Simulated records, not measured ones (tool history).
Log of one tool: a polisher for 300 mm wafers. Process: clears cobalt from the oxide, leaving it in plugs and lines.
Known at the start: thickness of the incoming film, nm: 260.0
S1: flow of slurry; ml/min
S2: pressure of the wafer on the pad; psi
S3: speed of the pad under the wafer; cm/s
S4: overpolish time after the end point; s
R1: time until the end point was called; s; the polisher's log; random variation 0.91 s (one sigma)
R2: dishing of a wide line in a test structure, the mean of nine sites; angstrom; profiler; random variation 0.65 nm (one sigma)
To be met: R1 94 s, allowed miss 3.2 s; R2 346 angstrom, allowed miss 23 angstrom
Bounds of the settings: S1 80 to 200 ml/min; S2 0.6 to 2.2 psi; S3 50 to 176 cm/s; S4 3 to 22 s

run	hour	S1	S2	S3	S4	R1	R2
1	0	130	1.4	112	11	54.596	349.05
2	3.1	110	1.4	112	11	55.953	355.39
3	6.4	105	1.2	112	13	66.027	356.52
4	8.3	105	1.2	128	13	58.153	373.05
5	16.8	105	1	128	13	69.079	334.6
6	24.3	105	0.9	128	14	77.066	333.4
7	29.1	105	0.9	128	14	76.852	333.92
8	30.7	105	0.8	128	15	84.615	325.16

5 next moves are on the table. One of them brings every result within its allowed miss. Which?
A	32.3	115	0.7	122	17	?	?
B	32.3	85	0.9	134	15	?	?
C	32.3	145	0.9	116	16	?	?
D	32.3	80	1	100	18	?	?
E	32.3	105	1.1	106	11	?	?

move	R1	R2
A	99.892	308.12
B	76.112	344.31
C	79.564	349.92
D	92.591	341.19
E	75.671	271.03
A: takes the result that was furthest off past its target
B: further off than the last run
C: further off than the last run
D: meets every target
E: further off than the last run
Move D is the one to make.

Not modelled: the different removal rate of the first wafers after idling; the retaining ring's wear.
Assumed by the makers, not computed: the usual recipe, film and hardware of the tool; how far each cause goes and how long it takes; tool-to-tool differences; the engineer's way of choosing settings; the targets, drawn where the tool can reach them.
